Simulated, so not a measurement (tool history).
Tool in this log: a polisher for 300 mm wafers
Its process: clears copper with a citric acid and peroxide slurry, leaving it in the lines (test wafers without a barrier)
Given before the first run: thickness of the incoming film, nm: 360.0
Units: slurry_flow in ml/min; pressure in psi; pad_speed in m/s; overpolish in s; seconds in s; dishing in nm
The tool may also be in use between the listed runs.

run,hour,slurry_flow,pressure,pad_speed,slurry_solids,overpolish,seconds,dishing
1,0.0,155,3.0,1.00,1.00,18,177.10,27.1420
2,7.0,155,2.7,1.02,1.00,15,189.01,19.9080
3,11.4,150,2.4,1.08,0.95,13,200.12,17.3650
4,12.9,150,2.4,0.92,0.95,13,224.56,15.8560
5,21.8,170,2.2,0.94,1.10,11,216.55,13.9560
6,30.0,190,2.0,0.92,1.20,10,226.94,12.2190
7,38.0,205,1.9,0.94,1.25,9,216.92,11.0240
8,40.7,215,1.8,0.94,1.30,8,223.11,9.9145
9,42.0,220,1.7,0.96,1.35,7,224.74,8.5935

Predict the results of run 10:
10,48.4,225,1.6,0.98,1.40,7,?,?

{"run 10": {"seconds": 227.77, "dishing": 8.4324}}

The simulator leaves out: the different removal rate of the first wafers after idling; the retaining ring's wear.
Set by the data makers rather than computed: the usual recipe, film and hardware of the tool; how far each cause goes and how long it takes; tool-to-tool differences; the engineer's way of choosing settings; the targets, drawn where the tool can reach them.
